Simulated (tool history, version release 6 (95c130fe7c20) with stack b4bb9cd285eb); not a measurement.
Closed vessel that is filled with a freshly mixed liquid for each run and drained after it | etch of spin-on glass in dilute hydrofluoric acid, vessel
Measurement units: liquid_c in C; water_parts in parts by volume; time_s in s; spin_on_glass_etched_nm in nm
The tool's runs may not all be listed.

run	day	liquid_c	water_parts	time_s	spin_on_glass_etched_nm
1	0.000	25.0	125	85	23.898
2	0.054	25.0	125	95	26.537
3	0.100	25.0	125	95	26.619
4	0.312	25.0	125	95	26.591
5	0.612	23.0	125	95	24.618
6	0.696	22.0	125	95	23.563
7	1.025	21.5	125	95	23.233
8	1.325	21.0	125	95	22.679
9	1.671	20.5	125	95	22.307
10	1.746	20.0	125	95	21.830

What does the tool deliver on the next run?
11	1.892	17.0	145	95	?

spin_on_glass_etched_nm: 16.280 nm

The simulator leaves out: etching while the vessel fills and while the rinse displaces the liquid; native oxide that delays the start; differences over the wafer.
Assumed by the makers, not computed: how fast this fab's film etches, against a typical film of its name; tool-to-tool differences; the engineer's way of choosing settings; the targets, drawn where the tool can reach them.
